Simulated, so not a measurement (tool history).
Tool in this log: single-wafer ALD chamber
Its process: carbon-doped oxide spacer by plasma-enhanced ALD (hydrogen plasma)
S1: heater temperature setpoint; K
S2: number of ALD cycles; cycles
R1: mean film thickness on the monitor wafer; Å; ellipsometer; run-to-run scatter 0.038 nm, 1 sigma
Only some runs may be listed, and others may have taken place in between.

Run 1, hour 0.0: S1 693.15 K, S2 320 cycles. Result: R1 153.76 Å.
Run 2, hour 6.3: S1 700.15 K, S2 285 cycles. Result: R1 133.58 Å.
Run 3, hour 11.7: S1 700.15 K, S2 251 cycles. Result: R1 117.86 Å.
Run 4, hour 19.0: S1 696.15 K, S2 251 cycles. Result: R1 119.36 Å.
Run 5, hour 23.1: S1 700.15 K, S2 241 cycles. Result: R1 113.42 Å.
Run 6, hour 30.6: S1 704.15 K, S2 236 cycles. Result: R1 108.84 Å.
Run 7, hour 34.2: S1 707.15 K, S2 235 cycles. Result: R1 108.13 Å.

What does the tool deliver on the next run?
Run 8, hour 40.5: S1 707.15 K, S2 235 cycles. Result: R1 ?.

R1: 107.83 Å
